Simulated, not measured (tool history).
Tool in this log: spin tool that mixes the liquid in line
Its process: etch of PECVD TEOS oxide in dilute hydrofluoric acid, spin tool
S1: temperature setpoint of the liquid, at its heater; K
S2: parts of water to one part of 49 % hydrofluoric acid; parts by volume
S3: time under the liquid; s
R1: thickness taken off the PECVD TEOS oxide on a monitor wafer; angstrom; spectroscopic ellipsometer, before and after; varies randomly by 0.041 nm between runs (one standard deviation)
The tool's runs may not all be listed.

run,hour,S1,S2,S3,R1
1,0,299.15,245,45,22.318
2,7.7,299.15,180,45,32.998
3,13.7,301.15,175,45,36.83
4,19.3,302.65,175,45,38.995
5,20,303.65,175,45,39.844
6,25.8,303.65,175,45,39.872

Run 7 has not been measured yet. What should we expect?
7,33.9,307.15,160,45,?

Run 7 came out at R1 49.851 angstrom.

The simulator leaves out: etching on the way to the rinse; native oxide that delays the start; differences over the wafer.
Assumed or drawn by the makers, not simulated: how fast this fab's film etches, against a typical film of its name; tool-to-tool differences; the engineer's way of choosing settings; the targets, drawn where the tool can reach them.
